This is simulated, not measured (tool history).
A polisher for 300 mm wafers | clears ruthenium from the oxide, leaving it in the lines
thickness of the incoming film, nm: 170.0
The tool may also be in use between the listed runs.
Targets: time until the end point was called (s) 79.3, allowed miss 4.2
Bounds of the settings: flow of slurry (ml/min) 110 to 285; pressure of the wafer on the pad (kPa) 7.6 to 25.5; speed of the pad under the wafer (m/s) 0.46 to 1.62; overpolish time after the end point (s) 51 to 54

| run | hour | flow of slurry (ml/min) | pressure of the wafer on the pad (kPa) | speed of the pad under the wafer (m/s) | overpolish time after the end point (s) | time until the end point was called (s) |
|---|---|---|---|---|---|---|
| 1 | 0 | 180 | 16.5 | 1.04 | 51 | 139.14 |
| 2 | 2.8 | 225 | 16.5 | 1.04 | 51 | 136.32 |
| 3 | 4.8 | 225 | 16.5 | 0.8 | 51 | 173.32 |
| 4 | 8.4 | 225 | 16.5 | 0.56 | 51 | 240 |
| 5 | 9.9 | 225 | 19.3 | 0.56 | 51 | 208.3 |
| 6 | 15 | 180 | 19.3 | 0.56 | 51 | 211.93 |
| 7 | 19.4 | 180 | 20.7 | 0.66 | 51 | 170.17 |
|  | 27 | slurry nozzle cleaned |
| 8 | 27 | 180 | 21.4 | 0.72 | 51 | 147.51 |
| 9 | 30.3 | 180 | 22.1 | 0.76 | 51 | 138.6 |

Which of these 4 next moves meets every target?
| A | 33.6 | 130 | 17.9 | 0.72 | 54 | ? |
| B | 33.6 | 150 | 20.7 | 0.6 | 53 | ? |
| C | 33.6 | 180 | 23.4 | 1.24 | 51 | ? |
| D | 33.6 | 220 | 20 | 0.54 | 51 | ? |

| move | time until the end point was called (s) |
|---|---|
| A | 179.93 |
| B | 182.52 |
| C | 80.111 |
| D | 200.13 |
A: further off than the last run
B: further off than the last run
C: meets every target
D: further off than the last run
The right move is C.
